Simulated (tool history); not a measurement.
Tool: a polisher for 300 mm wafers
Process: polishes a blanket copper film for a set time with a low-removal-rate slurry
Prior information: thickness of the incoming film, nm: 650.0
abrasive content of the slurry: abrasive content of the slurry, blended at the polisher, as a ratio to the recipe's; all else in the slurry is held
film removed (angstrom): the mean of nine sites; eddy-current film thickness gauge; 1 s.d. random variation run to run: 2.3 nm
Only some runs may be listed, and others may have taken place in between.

run,hour,flow of slurry (ml/min),pressure of the wafer on the pad (kPa),speed of the pad under the wafer (m/s),abrasive content of the slurry,polishing time (s),film removed (angstrom)
1,0,275,17.9,0.9,1,82,2278.4
2,0.5,275,17.9,1.02,1,82,2563.7
3,3.7,275,16.5,1.02,1,82,2442.9
4,10,275,15.2,1.02,1,82,2322.8
5,13.8,275,15.2,1.02,1,87,2479.8
6,16.6,275,13.8,1,1,87,2273.1
7,25.6,275,12.4,1,1,87,2176.5

The next listed run, before its measurement:
8,33.1,275,11.7,0.98,1,87,?

For run 8 the tool returned film removed (angstrom) 2039.
